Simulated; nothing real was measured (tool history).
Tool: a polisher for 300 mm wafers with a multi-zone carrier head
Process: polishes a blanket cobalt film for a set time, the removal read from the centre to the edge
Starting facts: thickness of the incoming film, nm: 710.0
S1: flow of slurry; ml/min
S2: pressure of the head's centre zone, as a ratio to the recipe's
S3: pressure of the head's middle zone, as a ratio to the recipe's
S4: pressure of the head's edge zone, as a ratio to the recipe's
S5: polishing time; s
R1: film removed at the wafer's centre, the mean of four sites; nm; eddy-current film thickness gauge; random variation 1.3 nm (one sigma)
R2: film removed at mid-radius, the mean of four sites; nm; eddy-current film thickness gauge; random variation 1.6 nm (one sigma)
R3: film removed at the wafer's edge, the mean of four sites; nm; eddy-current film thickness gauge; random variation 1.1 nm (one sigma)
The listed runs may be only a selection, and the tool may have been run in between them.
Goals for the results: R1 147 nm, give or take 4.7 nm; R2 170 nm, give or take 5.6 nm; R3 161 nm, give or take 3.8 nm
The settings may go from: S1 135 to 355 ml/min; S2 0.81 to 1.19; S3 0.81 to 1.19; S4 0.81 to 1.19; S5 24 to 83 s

| run | hour | S1 | S2 | S3 | S4 | S5 | R1 | R2 | R3 |
|---|---|---|---|---|---|---|---|---|---|
| 1 | 0 | 225 | 1 | 1 | 1 | 53 | 224.3 | 218.16 | 220.95 |
| 2 | 3.7 | 180 | 1 | 1 | 1 | 53 | 224.31 | 216.27 | 217.54 |
| 3 | 6.8 | 180 | 0.97 | 1 | 0.98 | 51 | 209.1 | 204.93 | 207.47 |
| 4 | 13.7 | 180 | 0.93 | 1 | 0.98 | 51 | 200.21 | 208.14 | 209.17 |
|  | 18.7 | centre zone pressure recalibrated |
| 5 | 18.7 | 180 | 0.91 | 1 | 0.96 | 49 | 186.24 | 200.82 | 199.54 |
| 6 | 24 | 180 | 0.91 | 1 | 1.01 | 49 | 184.7 | 197.53 | 201.9 |
| 7 | 32.3 | 170 | 0.85 | 1.01 | 0.91 | 37 | 132.4 | 151.44 | 147.68 |
| 8 | 34.2 | 180 | 0.86 | 1.02 | 0.92 | 37 | 134.77 | 152.81 | 149.87 |
| 9 | 41.9 | 190 | 0.87 | 1.03 | 0.93 | 37 | 136.69 | 155.43 | 149.33 |

Exactly one of the 5 candidate moves below puts every result within its allowed miss. Which one?
| A | 49.6 | 185 | 0.88 | 1.04 | 0.93 | 40 | ? | ? | ? |
| B | 49.6 | 170 | 0.81 | 1.06 | 0.91 | 42 | ? | ? | ? |
| C | 49.6 | 190 | 0.95 | 1.15 | 0.87 | 36 | ? | ? | ? |
| D | 49.6 | 165 | 0.84 | 0.84 | 0.94 | 39 | ? | ? | ? |
| E | 49.6 | 180 | 0.84 | 1.05 | 0.98 | 38 | ? | ? | ? |

| move | R1 | R2 | R3 |
|---|---|---|---|
| A | 149.41 | 167.72 | 158.67 |
| B | 146.57 | 177.75 | 164.36 |
| C | 142.78 | 164.84 | 139.4 |
| D | 139.09 | 135.51 | 154.63 |
| E | 136.86 | 160.28 | 153.47 |
A: every result lands within tolerance
B: the worst result of the last run now meets its target, but another is out of spec
C: its largest miss is bigger than the last run's
D: its largest miss is bigger than the last run's
E: better than the last run, though not everything is in spec
A is the move that brings every result within its allowed miss.

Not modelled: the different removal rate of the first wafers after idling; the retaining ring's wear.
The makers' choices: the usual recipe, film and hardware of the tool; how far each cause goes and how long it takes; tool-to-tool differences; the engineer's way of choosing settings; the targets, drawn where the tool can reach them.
